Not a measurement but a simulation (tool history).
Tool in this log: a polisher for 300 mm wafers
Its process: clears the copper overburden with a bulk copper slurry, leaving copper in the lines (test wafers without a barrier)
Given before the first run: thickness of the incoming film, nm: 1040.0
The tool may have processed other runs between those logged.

run,day,flow of slurry (ml/min),pressure of the wafer on the pad (kPa),speed of the pad under the wafer (cm/s),abrasive content of the slurry,overpolish time after the end point (s),time until the end point was called (s),dishing of a wide line in a test structure (angstrom)
1,0,155,22.1,82,1,19,102.3,798.77
2,0.146,155,22.8,82,1,19,101.41,812.07
3,0.238,155,22.8,64,1,19,127.27,698.49
4,0.588,155,22.8,52,1,19,160.43,629.38
5,0.733,155,22.8,52,1.1,19,152.27,640.8
6,0.775,155,22.8,70,1.1,19,114.06,758.78

Predict the results of run 7:
7,1.138,155,24.1,70,1.1,19,?,?

Run 7 yielded time until the end point was called (s) 110.46, dishing of a wide line in a test structure (angstrom) 785.74.
